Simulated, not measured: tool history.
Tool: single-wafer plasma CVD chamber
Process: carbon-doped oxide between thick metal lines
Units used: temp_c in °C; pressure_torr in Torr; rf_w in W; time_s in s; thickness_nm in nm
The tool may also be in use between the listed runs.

run 1 day=0 | temp_c=330 pressure_torr=5.1 rf_w=530 time_s=66.9 | thickness_nm=333.83
run 2 day=0.117 | temp_c=330 pressure_torr=5.1 rf_w=530 time_s=63.4 | thickness_nm=316.9
run 3 day=0.45 | temp_c=330 pressure_torr=4.3 rf_w=530 time_s=63.4 | thickness_nm=309.84
run 4 day=0.779 | temp_c=320 pressure_torr=4.3 rf_w=530 time_s=63.4 | thickness_nm=322.32
run 5 day=1.071 | temp_c=311 pressure_torr=4.3 rf_w=530 time_s=63.4 | thickness_nm=332.81
-- day=1.212 RF generator calibrated
run 6 day=1.212 | temp_c=310 pressure_torr=4.7 rf_w=560 time_s=63.6 | thickness_nm=370.03
run 7 day=1.3 | temp_c=309 pressure_torr=4.94 rf_w=560 time_s=63.6 | thickness_nm=375.07

What does the tool deliver on the next run?
run 8 day=1.4 | temp_c=308 pressure_torr=5.14 rf_w=560 time_s=63.6 | thickness_nm=?

thickness_nm: 377.18 nm

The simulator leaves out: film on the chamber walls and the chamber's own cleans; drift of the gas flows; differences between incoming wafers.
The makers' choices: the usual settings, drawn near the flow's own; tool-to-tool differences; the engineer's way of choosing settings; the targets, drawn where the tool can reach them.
